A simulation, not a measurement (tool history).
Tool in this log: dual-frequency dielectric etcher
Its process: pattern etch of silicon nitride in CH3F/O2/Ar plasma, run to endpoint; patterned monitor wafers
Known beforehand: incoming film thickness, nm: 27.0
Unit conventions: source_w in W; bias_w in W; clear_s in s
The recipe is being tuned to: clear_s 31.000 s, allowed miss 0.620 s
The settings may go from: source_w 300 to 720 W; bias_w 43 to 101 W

run  hour  source_w  bias_w  clear_s
  1   0.0       510      72   33.286
  2   0.5       470      72   34.402
  3   9.0       470      60   36.749
  4  16.0       470      53   38.585
  5  22.5       420      53   39.816
  6  25.1       420      59   38.335
  7  31.6       480      61   36.371
  8  35.2       520      62   34.966
  9  36.7       550      63   34.536
 10  41.2       580      64   33.474
 11  46.3       580      64   33.636
 12  50.1       600      65   32.960
 13  52.2       620      66   32.538
 14  57.6       630      67   32.078

Which of these 5 next moves meets every target?
  A  63.0       600      65        ?
  B  63.0       710      76        ?
  C  63.0       580      67        ?
  D  63.0       660      70        ?
  E  63.0       630      63        ?

move  clear_s
   A   33.018
   B   29.464
   C   33.016
   D   31.127
   E   32.861
A: further off than the last run
B: takes the biggest miss from the last run beyond its target
C: further off than the last run
D: each result inside its tolerance
E: further off than the last run
The move that meets every target is D.
